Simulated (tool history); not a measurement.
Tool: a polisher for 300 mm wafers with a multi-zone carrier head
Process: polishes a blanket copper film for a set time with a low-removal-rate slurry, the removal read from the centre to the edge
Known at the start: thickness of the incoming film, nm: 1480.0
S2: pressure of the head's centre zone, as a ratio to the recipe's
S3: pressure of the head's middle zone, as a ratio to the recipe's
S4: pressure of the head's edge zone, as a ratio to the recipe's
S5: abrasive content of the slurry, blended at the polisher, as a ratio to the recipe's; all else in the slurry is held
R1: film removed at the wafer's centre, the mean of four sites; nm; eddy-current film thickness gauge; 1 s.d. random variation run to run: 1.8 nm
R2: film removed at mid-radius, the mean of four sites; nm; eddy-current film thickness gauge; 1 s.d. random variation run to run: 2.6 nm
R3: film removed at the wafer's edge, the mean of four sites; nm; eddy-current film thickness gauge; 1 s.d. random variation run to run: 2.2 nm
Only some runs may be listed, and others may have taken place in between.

{"run": 1, "hour": 0.0, "flow of slurry (ml/min)": 235, "S2": 1.0, "S3": 1.0, "S4": 1.0, "S5": 1.0, "polishing time (s)": 46, "R1": 136.25, "R2": 131.33, "R3": 135.2}
{"run": 2, "hour": 1.8, "flow of slurry (ml/min)": 240, "S2": 1.01, "S3": 1.02, "S4": 1.02, "S5": 1.1, "polishing time (s)": 48, "R1": 144.37, "R2": 142.89, "R3": 145.64}
{"run": 3, "hour": 3.4, "flow of slurry (ml/min)": 240, "S2": 1.01, "S3": 0.99, "S4": 1.02, "S5": 1.1, "polishing time (s)": 48, "R1": 144.59, "R2": 138.44, "R3": 145.57}
{"run": 4, "hour": 8.1, "flow of slurry (ml/min)": 240, "S2": 1.05, "S3": 0.99, "S4": 1.02, "S5": 1.1, "polishing time (s)": 48, "R1": 153.27, "R2": 138.08, "R3": 148.69}
{"run": 5, "hour": 15.2, "flow of slurry (ml/min)": 240, "S2": 1.05, "S3": 0.99, "S4": 1.02, "S5": 1.0, "polishing time (s)": 48, "R1": 149.73, "R2": 136.74, "R3": 145.04}
{"run": 6, "hour": 16.6, "flow of slurry (ml/min)": 245, "S2": 1.06, "S3": 1.02, "S4": 1.04, "S5": 1.1, "polishing time (s)": 49, "R1": 156.99, "R2": 140.96, "R3": 150.48}
{"run": 7, "hour": 24.7, "flow of slurry (ml/min)": 245, "S2": 1.05, "S3": 1.03, "S4": 1.03, "S5": 1.15, "polishing time (s)": 51, "R1": 164.93, "R2": 157.68, "R3": 158.88}

What will run 8 give?
{"run": 8, "hour": 26.4, "flow of slurry (ml/min)": 245, "S2": 1.05, "S3": 1.04, "S4": 1.05, "S5": 1.2, "polishing time (s)": 52, "R1": "?", "R2": "?", "R3": "?"}

R1: 167.65 nm
R2: 158.48 nm
R3: 161.30 nm
